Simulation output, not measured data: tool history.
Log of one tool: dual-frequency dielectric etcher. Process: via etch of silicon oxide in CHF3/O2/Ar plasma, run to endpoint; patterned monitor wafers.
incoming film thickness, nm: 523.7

run  hour  source power (kW)  bias power (kW)  endpoint time (s)
  1   0.0              0.510            0.127             284.68
  2   3.9              0.470            0.125             298.71
  3   9.5              0.410            0.125             321.16
  4  16.1              0.400            0.125             325.12
  5  21.3              0.310            0.125             382.72
  6  29.7              0.330            0.125             367.13

The next listed run, before its measurement:
  7  38.2              0.340            0.125                  ?

endpoint time (s): 358.91
